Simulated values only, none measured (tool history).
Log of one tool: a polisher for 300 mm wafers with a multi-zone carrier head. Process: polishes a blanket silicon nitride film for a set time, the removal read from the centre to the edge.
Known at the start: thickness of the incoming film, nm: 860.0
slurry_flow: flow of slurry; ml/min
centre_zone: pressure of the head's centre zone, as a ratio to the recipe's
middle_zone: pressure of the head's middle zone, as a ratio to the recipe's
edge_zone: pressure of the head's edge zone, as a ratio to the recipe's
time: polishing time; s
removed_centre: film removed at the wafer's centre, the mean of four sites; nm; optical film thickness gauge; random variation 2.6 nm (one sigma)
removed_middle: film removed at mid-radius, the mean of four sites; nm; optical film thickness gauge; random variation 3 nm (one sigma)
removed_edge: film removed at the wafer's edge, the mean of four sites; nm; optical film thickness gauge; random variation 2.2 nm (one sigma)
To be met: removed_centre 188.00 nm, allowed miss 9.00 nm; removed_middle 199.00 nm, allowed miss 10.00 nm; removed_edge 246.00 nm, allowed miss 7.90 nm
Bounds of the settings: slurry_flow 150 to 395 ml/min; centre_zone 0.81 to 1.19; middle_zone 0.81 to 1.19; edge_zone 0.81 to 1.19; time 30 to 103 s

run,day,slurry_flow,centre_zone,middle_zone,edge_zone,time,removed_centre,removed_middle,removed_edge
1,0.000,250,1.00,1.00,1.00,66,173.88,170.92,176.55
2,0.229,190,1.00,1.00,1.00,66,159.98,163.61,169.97
3,0.408,190,1.00,1.00,0.97,66,163.15,166.31,167.46
4,0.579,190,1.00,1.00,0.97,53,131.09,129.55,132.54
5,0.654,190,0.93,1.00,0.97,53,121.36,130.31,133.61
6,0.825,200,0.93,0.99,1.00,56,130.86,143.53,144.45
7,1.071,195,0.93,0.97,1.02,59,133.74,142.77,152.86
8,1.392,200,0.92,0.97,1.12,77,177.61,184.64,209.79
9,1.496,205,0.91,0.96,1.13,78,181.79,187.75,216.95
10,1.604,210,0.90,0.95,1.14,79,175.13,192.46,220.00
11,1.954,215,0.90,0.94,1.15,80,183.54,189.42,222.72
12,2.304,215,0.89,0.94,1.16,81,187.50,196.65,224.67
13,2.521,205,0.88,0.93,1.16,82,181.34,191.81,229.98
14,2.879,205,0.88,0.93,1.16,82,183.68,198.67,226.22
15,2.975,215,0.88,0.94,1.16,82,183.06,200.23,227.02
16,3.075,210,0.88,0.94,1.16,83,182.31,195.97,232.99
17,3.100,210,0.88,0.94,1.16,83,185.23,198.57,231.49
18,3.271,205,0.88,0.93,1.16,84,184.78,195.27,234.94

Which of these 5 next moves meets every target?
A,3.442,325,0.89,1.09,1.19,78,?,?,?
B,3.442,155,0.96,0.91,1.14,92,?,?,?
C,3.442,215,0.90,0.90,1.12,97,?,?,?
D,3.442,165,0.86,0.89,1.13,87,?,?,?
E,3.442,160,0.83,0.87,1.04,95,?,?,?

move,removed_centre,removed_middle,removed_edge
A,192.94,224.53,230.65
B,216.66,203.39,245.57
C,229.30,226.04,268.38
D,186.22,191.54,233.54
E,194.69,203.96,243.50
A: further off than the last run
B: brings the result that was furthest off to its target, and leaves another outside
C: takes the result that was furthest off past its target
D: further off than the last run
E: meets every target
Answer: E
